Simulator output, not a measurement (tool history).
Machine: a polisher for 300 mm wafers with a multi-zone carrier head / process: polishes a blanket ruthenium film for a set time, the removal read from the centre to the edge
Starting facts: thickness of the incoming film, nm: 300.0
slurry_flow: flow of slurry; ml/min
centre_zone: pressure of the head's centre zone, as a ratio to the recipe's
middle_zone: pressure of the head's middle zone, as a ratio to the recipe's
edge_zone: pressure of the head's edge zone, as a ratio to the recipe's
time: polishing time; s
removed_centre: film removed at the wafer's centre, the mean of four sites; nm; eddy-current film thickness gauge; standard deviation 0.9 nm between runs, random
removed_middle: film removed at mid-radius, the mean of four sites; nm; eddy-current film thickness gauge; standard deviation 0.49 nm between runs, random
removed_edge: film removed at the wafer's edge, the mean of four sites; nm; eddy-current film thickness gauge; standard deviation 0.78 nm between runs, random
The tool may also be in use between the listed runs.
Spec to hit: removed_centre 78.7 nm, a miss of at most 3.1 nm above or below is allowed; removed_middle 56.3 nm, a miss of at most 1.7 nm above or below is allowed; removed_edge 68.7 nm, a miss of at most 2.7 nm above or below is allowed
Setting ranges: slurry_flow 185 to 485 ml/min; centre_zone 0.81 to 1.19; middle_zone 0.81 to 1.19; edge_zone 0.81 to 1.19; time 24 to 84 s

run,day,slurry_flow,centre_zone,middle_zone,edge_zone,time,removed_centre,removed_middle,removed_edge
1,0,310,1,1,1,54,49.715,48.002,49.04
2,0.1,315,1.04,0.98,1.03,57,56.751,49.328,53.758
3,0.379,320,1.06,0.99,1.06,58,57.257,51.044,54.988
4,0.633,325,1.08,0.98,1.07,60,60.82,51.286,56.674
5,0.829,325,1.01,0.98,1.07,60,56.642,51.729,57.513
6,1.133,325,1.04,0.97,1.08,62,61.267,53.332,59.57
7,1.396,325,1.06,0.96,1.09,63,62.501,53.953,59.981
8,1.604,335,1.08,0.94,1.11,64,65.859,54.241,62.353
9,1.958,335,1.08,0.94,1.11,64,64.394,53.82,62.058
10,2.208,335,1.1,0.93,1.11,65,65.39,54.179,62.977
11,2.529,415,1.19,0.83,1.03,73,81.58,56.732,69.414
12,2.762,415,1.18,0.83,1.03,73,81.863,56.07,69.263

Exercise: of the 4 proposed moves below, exactly one satisfies all targets within the stated allowed misses. Which move is it?
A,2.996,485,1.19,0.83,1,75,?,?,?
B,2.996,410,1.13,0.84,1.02,73,?,?,?
C,2.996,405,1.17,0.88,0.99,69,?,?,?
D,2.996,470,1.19,0.81,0.98,76,?,?,?

move,removed_centre,removed_middle,removed_edge
A,87.315,58.25,71.175
B,79.665,56.613,69.281
C,77.926,55.539,64.498
D,88.273,57.749,71.358
A: misses by more than the last run did
B: all results land within tolerance of their targets
C: the worst result of the last run now meets its target, but another is out of spec
D: misses by more than the last run did
The right move is B.

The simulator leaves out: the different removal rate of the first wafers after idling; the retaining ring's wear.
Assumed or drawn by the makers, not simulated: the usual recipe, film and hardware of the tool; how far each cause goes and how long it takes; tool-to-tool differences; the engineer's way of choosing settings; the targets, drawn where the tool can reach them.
